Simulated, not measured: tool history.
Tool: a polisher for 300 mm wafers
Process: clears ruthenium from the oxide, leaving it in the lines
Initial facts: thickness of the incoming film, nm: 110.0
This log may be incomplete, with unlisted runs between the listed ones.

run,hour,flow of slurry (ml/min),pressure of the wafer on the pad (psi),speed of the pad under the wafer (cm/s),overpolish time after the end point (s),time until the end point was called (s)
1,0.0,135,1.7,122,9,104.330
2,2.4,135,1.8,122,9,101.390
3,10.3,135,1.8,122,9,100.720
4,15.9,135,1.9,122,9,95.862
5,24.1,135,1.9,98,9,121.720
6,25.5,135,1.9,128,9,89.020
7,26.6,135,2.0,128,9,84.321
8,32.1,135,2.1,128,9,80.285

What does the tool deliver on the next run?
9,34.0,135,2.2,128,9,?

{"run 9": {"time until the end point was called (s)": 77.649}}

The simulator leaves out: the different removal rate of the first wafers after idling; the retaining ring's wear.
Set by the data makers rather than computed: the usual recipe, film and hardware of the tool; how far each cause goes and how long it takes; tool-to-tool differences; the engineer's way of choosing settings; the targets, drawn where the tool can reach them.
